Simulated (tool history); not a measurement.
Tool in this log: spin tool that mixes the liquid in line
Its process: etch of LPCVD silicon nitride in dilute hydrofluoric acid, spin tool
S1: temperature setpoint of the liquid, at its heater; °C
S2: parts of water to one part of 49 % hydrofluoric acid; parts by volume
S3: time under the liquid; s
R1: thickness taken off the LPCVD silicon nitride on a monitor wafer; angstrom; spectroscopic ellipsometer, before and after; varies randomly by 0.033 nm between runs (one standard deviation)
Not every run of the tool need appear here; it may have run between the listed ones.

Run 1, hour 0: S1 21 °C, S2 50 parts by volume, S3 300 s. Result: R1 25.543 angstrom.
Run 2, hour 6.1: S1 23.5 °C, S2 50 parts by volume, S3 300 s. Result: R1 29.295 angstrom.
Run 3, hour 13: S1 23.5 °C, S2 50 parts by volume, S3 300 s. Result: R1 29.802 angstrom.
Run 4, hour 20.9: S1 23.5 °C, S2 30 parts by volume, S3 300 s. Result: R1 47.752 angstrom.
Run 5, hour 22.1: S1 27 °C, S2 30 parts by volume, S3 300 s. Result: R1 62.078 angstrom.
Run 6, hour 30.8: S1 25 °C, S2 40 parts by volume, S3 300 s. Result: R1 40.663 angstrom.
Run 7, hour 32.6: S1 23.5 °C, S2 45 parts by volume, S3 300 s. Result: R1 33.348 angstrom.
Run 8, hour 36.1: S1 22.5 °C, S2 50 parts by volume, S3 300 s. Result: R1 29.342 angstrom.
Run 9, hour 40.9: S1 21.5 °C, S2 55 parts by volume, S3 300 s. Result: R1 23.913 angstrom.

Predict the results of run 10:
Run 10, hour 42.2: S1 20.5 °C, S2 60 parts by volume, S3 300 s. Result: R1 ?.

R1: 19.43 angstrom
